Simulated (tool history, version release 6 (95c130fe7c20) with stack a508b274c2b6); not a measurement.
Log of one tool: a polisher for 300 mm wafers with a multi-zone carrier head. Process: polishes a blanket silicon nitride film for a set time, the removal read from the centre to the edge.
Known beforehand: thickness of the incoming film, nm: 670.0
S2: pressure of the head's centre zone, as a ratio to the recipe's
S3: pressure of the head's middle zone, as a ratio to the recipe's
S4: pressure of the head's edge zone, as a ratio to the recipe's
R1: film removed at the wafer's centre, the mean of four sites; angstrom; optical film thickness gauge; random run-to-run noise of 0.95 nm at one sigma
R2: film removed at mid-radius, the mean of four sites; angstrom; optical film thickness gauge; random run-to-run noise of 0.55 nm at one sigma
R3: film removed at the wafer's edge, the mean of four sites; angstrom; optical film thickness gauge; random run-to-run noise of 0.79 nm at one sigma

Run 1, hour 0.0: flow of slurry (ml/min) 265, S2 1.00, S3 1.00, S4 1.00, polishing time (s) 37. Result: R1 580.99 angstrom, R2 563.65 angstrom, R3 588.46 angstrom.
Run 2, hour 0.6: flow of slurry (ml/min) 280, S2 0.98, S3 1.05, S4 1.06, polishing time (s) 41. Result: R1 618.99 angstrom, R2 655.70 angstrom, R3 690.77 angstrom.
Run 3, hour 6.6: flow of slurry (ml/min) 280, S2 0.98, S3 1.05, S4 1.06, polishing time (s) 47. Result: R1 714.79 angstrom, R2 750.05 angstrom, R3 794.80 angstrom.
Run 4, hour 13.6: flow of slurry (ml/min) 280, S2 0.98, S3 1.12, S4 1.06, polishing time (s) 47. Result: R1 704.94 angstrom, R2 797.12 angstrom, R3 772.76 angstrom.
Run 5, hour 16.7: flow of slurry (ml/min) 300, S2 0.98, S3 1.14, S4 1.09, polishing time (s) 47. Result: R1 727.48 angstrom, R2 819.02 angstrom, R3 797.38 angstrom.
Run 6, hour 20.7: flow of slurry (ml/min) 320, S2 0.96, S3 1.15, S4 1.12, polishing time (s) 47. Result: R1 731.91 angstrom, R2 812.42 angstrom, R3 810.44 angstrom.

The next listed run, before its measurement:
Run 7, hour 27.5: flow of slurry (ml/min) 295, S2 0.88, S3 1.19, S4 1.14, polishing time (s) 50. Result: R1 ?, R2 ?, R3 ?.

{"run 7": {"R1": 695.01, "R2": 890.64, "R3": 871.94}}
